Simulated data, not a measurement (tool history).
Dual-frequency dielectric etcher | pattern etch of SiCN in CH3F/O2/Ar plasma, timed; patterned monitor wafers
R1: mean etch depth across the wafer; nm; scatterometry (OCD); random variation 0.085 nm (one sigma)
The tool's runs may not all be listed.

{"run": 1, "day": 0.0, "source power (W)": 360, "bias power (W)": 73, "etch time (s)": 45.0, "R1": 15.757}
{"run": 2, "day": 0.296, "source power (W)": 360, "bias power (W)": 61, "etch time (s)": 45.0, "R1": 14.519}
{"run": 3, "day": 0.396, "source power (W)": 410, "bias power (W)": 61, "etch time (s)": 45.0, "R1": 15.269}
{"run": 4, "day": 0.712, "source power (W)": 410, "bias power (W)": 61, "etch time (s)": 41.0, "R1": 13.852}
{"run": 5, "day": 0.846, "source power (W)": 410, "bias power (W)": 61, "etch time (s)": 45.0, "R1": 15.278}
{"run": 6, "day": 1.0, "source power (W)": 410, "bias power (W)": 61, "etch time (s)": 41.0, "R1": 13.899}

Forecast run 7:
{"run": 7, "day": 1.1, "source power (W)": 420, "bias power (W)": 68, "etch time (s)": 41.5, "R1": "?"}

Run 7 gave R1 14.966 nm.
